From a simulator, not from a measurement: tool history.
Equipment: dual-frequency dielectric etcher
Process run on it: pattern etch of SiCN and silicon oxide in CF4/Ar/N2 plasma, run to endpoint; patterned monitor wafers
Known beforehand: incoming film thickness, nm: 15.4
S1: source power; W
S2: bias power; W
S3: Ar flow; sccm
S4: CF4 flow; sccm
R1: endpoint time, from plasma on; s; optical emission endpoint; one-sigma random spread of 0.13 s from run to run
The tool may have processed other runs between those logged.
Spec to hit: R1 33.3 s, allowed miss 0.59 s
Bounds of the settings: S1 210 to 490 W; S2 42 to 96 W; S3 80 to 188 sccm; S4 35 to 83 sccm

run  hour   S1  S2   S3  S4      R1
  1     0  350  69  134  59  26.256
  2   3.3  320  69  134  59  28.808
  3   9.7  270  69  134  59  35.349
  4  16.3  270  69  155  59  35.891
  5  19.2  280  69  155  59  34.366
  6  25.2  220  69  155  59  46.327
  7  31.3  240  69  155  59  41.463
  8  33.3  250  69  155  59  39.446
  9  34.2  260  69  155  59  37.648
 10  35.8  270  69  155  59  35.888
 11  43.6  280  69  155  59   34.53
 12  45.9  300  69  155  59   31.79
 13  49.5  300  69  155  59  31.582

Next run, 5 choices. One meets every target within its allowed miss, the rest don't. Which?
  A  53.1  320  70  147  61   ?
  B  53.1  310  69  130  51   ?
  C  53.1  320  64  156  58   ?
  D  53.1  310  70  151  56   ?
  E  53.1  290  69  159  57   ?

move      R1
   A  29.077
   B  30.599
   C  30.282
   D  30.608
   E  33.356
A: its largest miss is bigger than the last run's
B: its largest miss is bigger than the last run's
C: its largest miss is bigger than the last run's
D: its largest miss is bigger than the last run's
E: in spec on every target
The right move is E.

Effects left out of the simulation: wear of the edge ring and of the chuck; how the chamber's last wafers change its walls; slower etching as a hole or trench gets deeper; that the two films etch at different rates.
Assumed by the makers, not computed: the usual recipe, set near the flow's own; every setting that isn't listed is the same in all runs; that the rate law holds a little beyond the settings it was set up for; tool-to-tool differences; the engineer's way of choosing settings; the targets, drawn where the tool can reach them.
